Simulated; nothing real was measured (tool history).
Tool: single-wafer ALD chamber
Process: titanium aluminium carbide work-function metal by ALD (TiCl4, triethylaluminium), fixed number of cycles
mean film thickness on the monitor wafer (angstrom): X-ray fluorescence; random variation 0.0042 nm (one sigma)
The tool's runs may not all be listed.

run,hour,heater temperature setpoint (deg C),triethylaluminium pulse time (s),mean film thickness on the monitor wafer (angstrom)
1,0.0,295,10.09,18.962
2,0.7,289,10.09,18.499
3,2.9,293,10.35,18.991
4,8.2,293,12.91,19.341
5,14.6,295,13.07,19.539
6,19.9,297,13.21,19.721
7,27.7,299,13.33,19.859

Run 8 comes next. What will it give?
8,30.0,300,13.45,?

mean film thickness on the monitor wafer (angstrom): 20.051
